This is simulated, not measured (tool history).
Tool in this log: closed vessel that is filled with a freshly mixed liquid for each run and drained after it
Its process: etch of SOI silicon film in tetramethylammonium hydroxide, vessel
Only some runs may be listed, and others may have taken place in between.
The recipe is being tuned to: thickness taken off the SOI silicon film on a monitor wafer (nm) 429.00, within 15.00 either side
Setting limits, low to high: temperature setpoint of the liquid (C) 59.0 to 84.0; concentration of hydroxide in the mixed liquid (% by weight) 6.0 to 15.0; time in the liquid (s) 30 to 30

run,hour,temperature setpoint of the liquid (C),concentration of hydroxide in the mixed liquid (% by weight),time in the liquid (s),thickness taken off the SOI silicon film on a monitor wafer (nm)
1,0.0,72.0,10.0,30,234.82
2,8.8,66.5,10.0,30,169.99
3,14.4,71.5,10.0,30,227.48
4,22.5,71.5,9.0,30,232.19
5,29.7,71.5,10.5,30,225.69
6,34.6,75.0,10.5,30,275.43
7,41.0,77.5,10.5,30,314.31
8,42.5,84.0,10.5,30,451.90

Which of these 4 next moves meets every target?
A,44.0,84.0,12.0,30,?
B,44.0,84.0,10.0,30,?
C,44.0,83.0,8.0,30,?
D,44.0,84.0,9.5,30,?

move,thickness taken off the SOI silicon film on a monitor wafer (nm)
A,431.81
B,461.03
C,473.44
D,470.74
A: every result within its allowed miss
B: the biggest miss grows against the last run
C: the biggest miss grows against the last run
D: the biggest miss grows against the last run
The right move is A.
